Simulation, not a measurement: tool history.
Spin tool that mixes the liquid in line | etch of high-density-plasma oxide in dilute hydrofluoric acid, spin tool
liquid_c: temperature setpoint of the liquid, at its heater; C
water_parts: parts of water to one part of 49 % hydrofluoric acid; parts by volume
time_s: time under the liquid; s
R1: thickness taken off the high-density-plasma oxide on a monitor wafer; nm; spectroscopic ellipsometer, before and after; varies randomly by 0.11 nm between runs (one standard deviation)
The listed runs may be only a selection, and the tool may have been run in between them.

run 1 hour=0.0 | liquid_c=23.0 water_parts=135 time_s=305 | R1=11.065
run 2 hour=0.8 | liquid_c=23.0 water_parts=110 time_s=305 | R1=13.674
run 3 hour=3.2 | liquid_c=21.5 water_parts=110 time_s=305 | R1=12.910
run 4 hour=9.9 | liquid_c=21.5 water_parts=110 time_s=305 | R1=12.915
run 5 hour=11.7 | liquid_c=21.5 water_parts=110 time_s=325 | R1=13.842
run 6 hour=18.7 | liquid_c=21.5 water_parts=110 time_s=305 | R1=12.929
run 7 hour=22.4 | liquid_c=25.5 water_parts=95 time_s=305 | R1=17.887

Predict the results of run 8:
run 8 hour=31.0 | liquid_c=26.5 water_parts=95 time_s=305 | R1=?

{"run 8": {"R1": 18.565}}

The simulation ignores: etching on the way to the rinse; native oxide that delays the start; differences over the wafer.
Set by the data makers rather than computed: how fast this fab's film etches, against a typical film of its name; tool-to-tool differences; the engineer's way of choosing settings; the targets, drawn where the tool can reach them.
